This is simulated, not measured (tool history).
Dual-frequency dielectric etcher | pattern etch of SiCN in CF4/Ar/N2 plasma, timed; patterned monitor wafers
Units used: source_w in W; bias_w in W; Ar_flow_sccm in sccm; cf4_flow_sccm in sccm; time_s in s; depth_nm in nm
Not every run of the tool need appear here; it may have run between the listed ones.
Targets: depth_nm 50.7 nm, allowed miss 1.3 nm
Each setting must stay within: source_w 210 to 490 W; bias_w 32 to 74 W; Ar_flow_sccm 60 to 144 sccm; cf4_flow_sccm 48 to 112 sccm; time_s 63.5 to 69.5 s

| run | hour | source_w | bias_w | Ar_flow_sccm | cf4_flow_sccm | time_s | depth_nm |
|---|---|---|---|---|---|---|---|
| 1 | 0 | 350 | 53 | 102 | 80 | 69.5 | 42.047 |
| 2 | 0.8 | 350 | 53 | 90 | 80 | 69.5 | 42.493 |
| 3 | 8.4 | 350 | 45 | 90 | 80 | 69.5 | 39.83 |
| 4 | 13.9 | 370 | 45 | 90 | 80 | 69.5 | 41.236 |
| 5 | 15.9 | 370 | 45 | 90 | 80 | 69.5 | 41.11 |
| 6 | 20.4 | 390 | 45 | 90 | 80 | 69.5 | 42.606 |
| 7 | 24.9 | 410 | 46 | 90 | 80 | 69.5 | 43.884 |
| 8 | 31.2 | 430 | 47 | 89 | 81 | 69.5 | 45.958 |
| 9 | 36.3 | 440 | 47 | 89 | 81 | 69.5 | 46.558 |
| 10 | 42.5 | 450 | 48 | 89 | 81 | 69.5 | 47.309 |

4 candidate next runs follow, results not yet known. Just one meets every target within its allowed miss. Identify it.
| A | 48.7 | 490 | 45 | 86 | 93 | 69.5 | ? |
| B | 48.7 | 440 | 48 | 78 | 82 | 68.5 | ? |
| C | 48.7 | 460 | 45 | 89 | 76 | 64.5 | ? |
| D | 48.7 | 440 | 49 | 82 | 94 | 66 | ? |

| move | depth_nm |
|---|---|
| A | 49.984 |
| B | 47.152 |
| C | 42.643 |
| D | 46.576 |
A: hits every target within its allowed miss
B: about the same distance from the targets as the last run
C: moves away from the targets compared with the last run
D: moves away from the targets compared with the last run
The right move is A.
